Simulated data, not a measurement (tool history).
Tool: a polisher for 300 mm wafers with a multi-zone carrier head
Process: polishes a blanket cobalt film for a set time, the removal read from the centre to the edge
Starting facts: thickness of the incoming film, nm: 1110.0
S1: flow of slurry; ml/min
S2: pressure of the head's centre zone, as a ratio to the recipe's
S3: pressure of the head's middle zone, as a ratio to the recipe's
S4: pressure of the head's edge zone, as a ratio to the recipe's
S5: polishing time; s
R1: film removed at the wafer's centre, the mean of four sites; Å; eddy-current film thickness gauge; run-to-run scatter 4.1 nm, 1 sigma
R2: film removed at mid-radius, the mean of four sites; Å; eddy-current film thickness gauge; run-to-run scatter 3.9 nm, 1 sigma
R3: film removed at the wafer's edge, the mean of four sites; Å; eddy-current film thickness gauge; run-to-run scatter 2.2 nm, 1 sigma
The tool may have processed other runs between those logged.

run  hour   S1    S2    S3    S4  S5      R1      R2      R3
  1     0  220     1     1     1  35  2548.5  2663.7  2591.1
  2     8  220  1.05     1     1  35  2734.7    2679  2651.6
  3  10.3  220  1.05  0.92     1  35  2655.8  2398.6  2617.7
  4  13.9  220  1.05  0.92  0.95  35  2720.5  2448.7  2542.7
  5  22.7  235  1.09  0.94  0.97  37  2976.8  2674.1  2742.1
  6    26  235  1.09  0.94     1  37  3010.6  2705.5    2803
  7  32.5  245  1.12  0.93  1.01  39  3344.9  2805.7  2976.2

Run 8 comes next. What will it give?
  8  39.4  255  1.14  0.95  1.04  40   ?   ?   ?

Logged for run 8: R1 3424.5 Å, R2 2963 Å, R3 3096.7 Å.
